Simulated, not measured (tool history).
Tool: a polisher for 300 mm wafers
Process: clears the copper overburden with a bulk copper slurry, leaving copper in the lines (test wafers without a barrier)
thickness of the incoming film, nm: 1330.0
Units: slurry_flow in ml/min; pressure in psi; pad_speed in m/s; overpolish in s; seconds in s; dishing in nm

{"run": 1, "hour": 0.0, "slurry_flow": 160, "pressure": 2.9, "pad_speed": 1.32, "slurry_solids": 1.0, "overpolish": 10, "seconds": 105.45, "dishing": 75.857}
{"run": 2, "hour": 2.3, "slurry_flow": 160, "pressure": 3.0, "pad_speed": 1.32, "slurry_solids": 1.0, "overpolish": 11, "seconds": 103.55, "dishing": 82.425}
{"run": 3, "hour": 7.7, "slurry_flow": 125, "pressure": 3.0, "pad_speed": 1.32, "slurry_solids": 1.0, "overpolish": 11, "seconds": 103.3, "dishing": 80.762}
{"run": 4, "hour": 12.5, "slurry_flow": 125, "pressure": 3.1, "pad_speed": 1.32, "slurry_solids": 1.0, "overpolish": 12, "seconds": 101.29, "dishing": 89.313}
{"run": 5, "hour": 19.7, "slurry_flow": 125, "pressure": 3.1, "pad_speed": 1.32, "slurry_solids": 0.85, "overpolish": 12, "seconds": 105.11, "dishing": 84.783}
{"run": 6, "hour": 24.4, "slurry_flow": 125, "pressure": 3.2, "pad_speed": 1.32, "slurry_solids": 0.85, "overpolish": 13, "seconds": 101.87, "dishing": 94.521}
{"run": 7, "hour": 26.9, "slurry_flow": 125, "pressure": 3.3, "pad_speed": 1.32, "slurry_solids": 0.85, "overpolish": 13, "seconds": 97.515, "dishing": 97.484}

Run 8 comes next. What will it give?
{"run": 8, "hour": 31.8, "slurry_flow": 125, "pressure": 3.4, "pad_speed": 1.32, "slurry_solids": 0.85, "overpolish": 13, "seconds": "?", "dishing": "?"}

{"run 8": {"seconds": 93.13, "dishing": 99.79}}
